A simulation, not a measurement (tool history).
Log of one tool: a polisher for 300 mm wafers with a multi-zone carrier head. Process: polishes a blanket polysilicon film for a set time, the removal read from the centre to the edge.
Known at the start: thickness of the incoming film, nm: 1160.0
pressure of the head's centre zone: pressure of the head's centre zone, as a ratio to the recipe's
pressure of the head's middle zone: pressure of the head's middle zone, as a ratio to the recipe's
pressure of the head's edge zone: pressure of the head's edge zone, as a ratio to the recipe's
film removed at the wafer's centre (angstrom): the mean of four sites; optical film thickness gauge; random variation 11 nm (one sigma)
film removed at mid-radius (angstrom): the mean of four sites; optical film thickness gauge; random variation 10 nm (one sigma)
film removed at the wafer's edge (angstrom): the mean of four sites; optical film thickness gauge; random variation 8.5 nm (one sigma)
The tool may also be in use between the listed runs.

| run | hour | flow of slurry (ml/min) | pressure of the head's centre zone | pressure of the head's middle zone | pressure of the head's edge zone | polishing time (s) | film removed at the wafer's centre (angstrom) | film removed at mid-radius (angstrom) | film removed at the wafer's edge (angstrom) |
|---|---|---|---|---|---|---|---|---|---|
| 1 | 0 | 130 | 1 | 1 | 1 | 37 | 4272.9 | 4867.2 | 4890.5 |
| 2 | 5.7 | 135 | 1.03 | 1 | 1 | 39 | 4620.4 | 5172.3 | 5046.8 |
| 3 | 9.9 | 135 | 1.03 | 1.05 | 1 | 39 | 4719.5 | 5416.3 | 5144.4 |
| 4 | 15.9 | 105 | 1.03 | 1.05 | 1 | 39 | 4357.5 | 5009 | 4836.7 |
| 5 | 18.3 | 115 | 1.05 | 1.04 | 1.01 | 40 | 4821.2 | 5211.3 | 5122.6 |
| 6 | 19.9 | 115 | 1.05 | 1.04 | 1.01 | 36 | 4226.7 | 4694.4 | 4639.5 |
| 7 | 28.4 | 125 | 1.07 | 1.04 | 1.02 | 38 | 4654.5 | 5102.1 | 5035.6 |

Forecast run 8:
| 8 | 29.5 | 130 | 1.09 | 1.03 | 1.01 | 40 | ? | ? | ? |

film removed at the wafer's centre (angstrom): 5156.8
film removed at mid-radius (angstrom): 5333
film removed at the wafer's edge (angstrom): 5254.6

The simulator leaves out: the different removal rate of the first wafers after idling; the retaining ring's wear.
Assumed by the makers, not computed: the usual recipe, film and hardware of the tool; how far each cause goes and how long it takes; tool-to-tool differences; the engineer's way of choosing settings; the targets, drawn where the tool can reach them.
